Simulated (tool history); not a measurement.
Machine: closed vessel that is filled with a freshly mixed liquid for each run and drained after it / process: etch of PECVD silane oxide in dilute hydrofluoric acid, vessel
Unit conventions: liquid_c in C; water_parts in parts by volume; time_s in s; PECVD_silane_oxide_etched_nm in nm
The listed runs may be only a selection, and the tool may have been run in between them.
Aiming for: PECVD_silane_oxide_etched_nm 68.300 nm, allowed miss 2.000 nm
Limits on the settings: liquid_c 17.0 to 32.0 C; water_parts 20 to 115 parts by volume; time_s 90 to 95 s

| run | day | liquid_c | water_parts | time_s | PECVD_silane_oxide_etched_nm |
|---|---|---|---|---|---|
| 1 | 0.000 | 24.0 | 65 | 90 | 32.197 |
| 2 | 0.154 | 22.0 | 65 | 90 | 29.614 |
| 3 | 0.238 | 25.0 | 55 | 90 | 40.008 |
| 4 | 0.521 | 26.5 | 55 | 90 | 42.632 |
| 5 | 0.746 | 25.0 | 55 | 90 | 40.015 |
| 6 | 1.104 | 27.0 | 50 | 90 | 47.949 |
| 7 | 1.350 | 28.5 | 45 | 90 | 57.534 |
| 8 | 1.675 | 29.5 | 45 | 90 | 59.064 |
|  | 1.767 | hydrofluoric acid flow meter replaced |
| 9 | 1.767 | 32.0 | 40 | 90 | 83.713 |
| 10 | 2.138 | 31.0 | 40 | 90 | 80.281 |
| 11 | 2.308 | 30.5 | 40 | 90 | 78.883 |
| 12 | 2.496 | 30.0 | 40 | 90 | 77.354 |
| 13 | 2.575 | 29.0 | 40 | 90 | 74.912 |

Consider the 4 candidate settings below. Which is the only one whose results all fall within their allowed miss of target?
| A | 2.654 | 27.5 | 45 | 90 | ? |
| B | 2.654 | 28.5 | 45 | 95 | ? |
| C | 2.654 | 31.5 | 45 | 90 | ? |
| D | 2.654 | 27.0 | 35 | 95 | ? |

| move | PECVD_silane_oxide_etched_nm |
|---|---|
| A | 62.138 |
| B | 68.271 |
| C | 72.799 |
| D | 83.853 |
A: takes the biggest miss from the last run beyond its target
B: meets every target
C: gains on the last run, yet a result remains outside its allowed miss
D: the biggest miss grows against the last run
B is the move that brings every result within its allowed miss.
